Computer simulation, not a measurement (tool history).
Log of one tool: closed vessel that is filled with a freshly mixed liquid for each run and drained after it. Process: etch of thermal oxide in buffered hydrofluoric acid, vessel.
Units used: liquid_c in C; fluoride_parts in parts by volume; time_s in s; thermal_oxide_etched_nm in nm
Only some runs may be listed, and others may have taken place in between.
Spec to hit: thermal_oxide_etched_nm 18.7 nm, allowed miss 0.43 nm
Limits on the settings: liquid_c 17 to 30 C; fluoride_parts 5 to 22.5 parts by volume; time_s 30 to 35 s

run,hour,liquid_c,fluoride_parts,time_s,thermal_oxide_etched_nm
1,0,22,13.5,35,23.869
2,2.6,22,15.5,35,20.696
3,8.1,22,11.5,35,27.692
4,16.4,20.5,11.5,35,25.489
5,18.7,19.5,12,35,23.033
6,26.5,23,12,35,27.978
7,31.1,21.5,12.5,35,24.974
8,32.7,20.5,12.5,35,23.508
9,40.9,19.5,12.5,35,22.607
10,48.3,19,12.5,35,21.693
11,53.1,18.5,12.5,35,20.977
12,61.1,18,12.5,35,20.331
13,62.6,17.5,12.5,35,19.859

Next run, 4 choices. One meets every target within its allowed miss, the rest don't. Which?
A,64.1,17,12,35,?
B,64.1,23,14.5,30,?
C,64.1,17.5,14,35,?
D,64.1,21,14,30,?

move,thermal_oxide_etched_nm
A,20.156
B,20.081
C,17.824
D,18.609
A: misses by more than the last run did
B: misses by more than the last run did
C: the result that was furthest off in the last run now lies on the other side of its target
D: hits every target within its allowed miss
Move D is the one to make.

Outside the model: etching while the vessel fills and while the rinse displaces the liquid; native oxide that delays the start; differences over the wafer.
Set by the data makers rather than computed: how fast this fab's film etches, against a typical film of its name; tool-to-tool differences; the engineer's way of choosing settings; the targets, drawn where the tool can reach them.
